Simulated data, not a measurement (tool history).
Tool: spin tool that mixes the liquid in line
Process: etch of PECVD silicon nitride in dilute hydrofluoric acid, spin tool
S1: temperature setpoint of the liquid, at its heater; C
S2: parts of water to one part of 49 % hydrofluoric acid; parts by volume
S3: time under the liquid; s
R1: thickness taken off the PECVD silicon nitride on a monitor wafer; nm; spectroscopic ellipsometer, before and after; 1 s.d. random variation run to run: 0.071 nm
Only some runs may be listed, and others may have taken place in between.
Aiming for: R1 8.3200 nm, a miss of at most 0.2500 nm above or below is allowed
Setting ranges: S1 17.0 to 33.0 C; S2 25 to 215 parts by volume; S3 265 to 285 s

run	hour	S1	S2	S3	R1
1	0.0	25.0	120	265	5.2462
2	2.6	26.5	120	265	5.7937
3	5.4	26.5	100	265	7.0344
4	8.6	27.0	100	265	7.2284
5	10.1	27.0	100	285	7.8022
6	12.8	27.0	60	285	12.9490
7	15.2	25.0	60	285	11.3220
8	20.5	24.0	60	285	10.6180
9	26.4	23.0	60	285	9.7770
10	34.8	22.5	60	285	9.5961
11	40.7	22.0	60	285	9.2242

Consider the 4 candidate settings below. Which is the only one whose results all fall within their allowed miss of target?
A	46.6	18.5	40	285	?
B	46.6	20.0	45	285	?
C	46.6	24.0	75	275	?
D	46.6	21.0	45	265	?

move	R1
A	10.9500
B	10.8520
C	8.3471
D	10.8150
A: misses by more than the last run did
B: misses by more than the last run did
C: each result inside its tolerance
D: misses by more than the last run did
C is the move that brings every result within its allowed miss.

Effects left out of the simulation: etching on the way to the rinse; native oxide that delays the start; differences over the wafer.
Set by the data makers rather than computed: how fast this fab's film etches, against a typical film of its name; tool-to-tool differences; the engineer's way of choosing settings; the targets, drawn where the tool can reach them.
